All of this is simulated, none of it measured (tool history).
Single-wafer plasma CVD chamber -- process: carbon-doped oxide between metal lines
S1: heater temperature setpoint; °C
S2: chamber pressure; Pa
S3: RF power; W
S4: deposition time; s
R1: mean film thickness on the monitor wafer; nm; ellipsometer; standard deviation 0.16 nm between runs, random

run	day	S1	S2	S3	S4	R1
1	0.000	325	907	495	10.5	57.406
2	0.183	328	889	485	10.5	55.682
3	0.462	328	889	525	10.5	59.055
4	0.638	330	873	515	10.5	57.618
5	0.750	330	1008	515	10.5	58.123
6	0.988	332	999	505	10.5	56.703
7	1.250	334	992	495	10.5	55.423
8	1.288	336	985	490	10.5	54.827
9	1.371	346	903	415	10.4	45.126

Run 10 has not been measured yet. What should we expect?
10	1.746	344	911	415	10.4	?

Run 10 yielded R1 45.995 nm.
